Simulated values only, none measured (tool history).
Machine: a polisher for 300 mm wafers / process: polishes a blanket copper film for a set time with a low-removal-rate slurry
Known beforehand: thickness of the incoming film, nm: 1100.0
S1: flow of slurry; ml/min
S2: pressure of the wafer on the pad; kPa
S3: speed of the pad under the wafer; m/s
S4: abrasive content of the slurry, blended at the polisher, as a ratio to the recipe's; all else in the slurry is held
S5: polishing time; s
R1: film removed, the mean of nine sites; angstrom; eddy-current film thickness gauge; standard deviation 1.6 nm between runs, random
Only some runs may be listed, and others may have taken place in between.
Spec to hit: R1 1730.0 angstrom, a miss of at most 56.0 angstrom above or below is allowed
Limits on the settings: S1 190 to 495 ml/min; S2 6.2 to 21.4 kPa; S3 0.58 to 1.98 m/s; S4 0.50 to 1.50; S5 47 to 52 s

| run | day | S1 | S2 | S3 | S4 | S5 | R1 |
|---|---|---|---|---|---|---|---|
| 1 | 0.000 | 320 | 13.8 | 1.28 | 1.00 | 52 | 1294.0 |
| 2 | 0.221 | 320 | 14.5 | 1.28 | 1.00 | 52 | 1327.4 |
| 3 | 0.504 | 320 | 15.2 | 1.28 | 1.00 | 52 | 1368.3 |
| 4 | 0.700 | 320 | 15.9 | 1.28 | 1.00 | 52 | 1420.1 |
| 5 | 0.800 | 320 | 16.5 | 1.28 | 1.00 | 52 | 1451.9 |
| 6 | 0.988 | 320 | 17.2 | 1.28 | 1.00 | 52 | 1527.9 |
| 7 | 1.292 | 320 | 17.9 | 1.28 | 1.00 | 52 | 1596.4 |
| 8 | 1.408 | 320 | 18.6 | 1.28 | 1.00 | 52 | 1632.7 |

Of the 5 settings listed for the next run, only one would bring every result within its allowed miss of target. Which one?
| A | 1.525 | 315 | 19.3 | 1.16 | 0.90 | 52 | ? |
| B | 1.525 | 325 | 18.6 | 1.22 | 1.10 | 48 | ? |
| C | 1.525 | 365 | 15.2 | 1.50 | 1.05 | 50 | ? |
| D | 1.525 | 285 | 18.6 | 1.30 | 0.85 | 49 | ? |
| E | 1.525 | 335 | 19.3 | 1.30 | 0.95 | 52 | ? |

| move | R1 |
|---|---|
| A | 1522.2 |
| B | 1485.1 |
| C | 1586.1 |
| D | 1520.7 |
| E | 1725.7 |
A: the biggest miss grows against the last run
B: the biggest miss grows against the last run
C: the biggest miss grows against the last run
D: the biggest miss grows against the last run
E: every result within its allowed miss
Answer: E
